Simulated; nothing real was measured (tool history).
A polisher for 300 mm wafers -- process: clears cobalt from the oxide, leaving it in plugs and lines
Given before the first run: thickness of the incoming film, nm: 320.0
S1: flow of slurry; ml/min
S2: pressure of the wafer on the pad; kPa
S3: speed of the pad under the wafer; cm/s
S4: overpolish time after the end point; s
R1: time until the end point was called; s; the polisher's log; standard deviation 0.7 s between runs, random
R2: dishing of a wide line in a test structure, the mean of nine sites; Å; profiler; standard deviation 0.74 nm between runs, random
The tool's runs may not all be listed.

run	hour	S1	S2	S3	S4	R1	R2
1	0	255	11.7	110	17	75.545	423.15
2	1.8	255	11.7	130	17	66.583	466.52
3	5	255	11	130	15	70.159	414.88
4	11.2	255	11	130	21	69.64	488.26
5	17.7	255	11	130	17	70.31	428.64
6	19.6	255	10.3	130	16	75.907	394.11
7	28.3	255	10.3	130	15	74.007	406.28
8	32.8	255	10.3	130	15	75.292	405.51
9	36.3	255	10.3	130	13	76.124	359
# hour 44.3: worn pad replaced by a new one
10	44.3	250	9.7	130	12	75.523	332.11
11	46.2	250	7.6	128	14	97.58	323.86
12	54.6	250	7.6	128	13	96.35	313.79
13	60.1	265	9	128	11	81.909	307.74
14	65.2	265	9	128	11	82.11	309.27
15	66.4	255	8.3	128	12	88.813	297.46

What will run 16 give?
16	73.8	260	8.3	128	12	?	?

R1: 89.935 s
R2: 302.38 Å

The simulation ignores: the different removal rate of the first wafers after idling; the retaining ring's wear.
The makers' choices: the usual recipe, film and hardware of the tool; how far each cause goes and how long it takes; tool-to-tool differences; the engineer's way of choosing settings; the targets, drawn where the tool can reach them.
